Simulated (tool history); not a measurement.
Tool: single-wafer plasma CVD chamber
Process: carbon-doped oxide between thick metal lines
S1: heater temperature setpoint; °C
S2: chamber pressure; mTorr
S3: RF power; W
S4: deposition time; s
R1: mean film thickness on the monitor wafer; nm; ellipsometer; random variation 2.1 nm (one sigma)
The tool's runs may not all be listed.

run,hour,S1,S2,S3,S4,R1
1,0.0,335,4030,420,92.4,425.48
2,5.4,335,4640,420,92.4,437.90
3,9.2,343,4640,420,92.4,430.05
4,14.6,344,4340,415,92.4,415.77
5,16.6,346,4190,415,92.4,410.56
6,20.1,339,4190,415,92.4,423.45
7,25.0,342,4010,410,92.4,411.54

Run 8 comes next. What will it give?
8,29.0,344,3890,410,92.4,?

R1: 401.93 nm
